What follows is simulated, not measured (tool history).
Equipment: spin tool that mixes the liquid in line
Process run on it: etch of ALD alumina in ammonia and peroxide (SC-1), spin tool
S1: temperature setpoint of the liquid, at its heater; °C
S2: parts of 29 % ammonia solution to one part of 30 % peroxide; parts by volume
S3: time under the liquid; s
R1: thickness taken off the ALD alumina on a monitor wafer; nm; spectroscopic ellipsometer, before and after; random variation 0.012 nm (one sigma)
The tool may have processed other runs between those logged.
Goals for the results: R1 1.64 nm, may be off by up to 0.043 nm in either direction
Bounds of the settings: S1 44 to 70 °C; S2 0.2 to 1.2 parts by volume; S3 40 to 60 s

run,hour,S1,S2,S3,R1
1,0,60,0.7,60,3.8872
2,1.6,60,0.7,40,2.6001
3,4.1,57.5,0.7,40,2.2847
4,9.9,57.5,0.7,60,3.3968
5,17.4,54,0.65,55,2.6109
6,26.5,51.5,0.65,55,2.2786
7,35.4,49.5,0.65,55,2.0063
8,39.1,48.5,0.65,55,1.9194
9,43.8,45,0.65,55,1.566

4 next moves are on the table. One of them brings every result within its allowed miss. Which?
A,48.5,44.5,0.6,60,?
B,48.5,45.5,0.55,60,?
C,48.5,45.5,0.65,60,?
D,48.5,44,0.3,60,?

move,R1
A,1.6707
B,1.7541
C,1.7822
D,1.5196
A: every result lands within tolerance
B: moves the result that the last run missed by most past its target, out the other side
C: moves the result that the last run missed by most past its target, out the other side
D: misses by more than the last run did
Move A is the one to make.
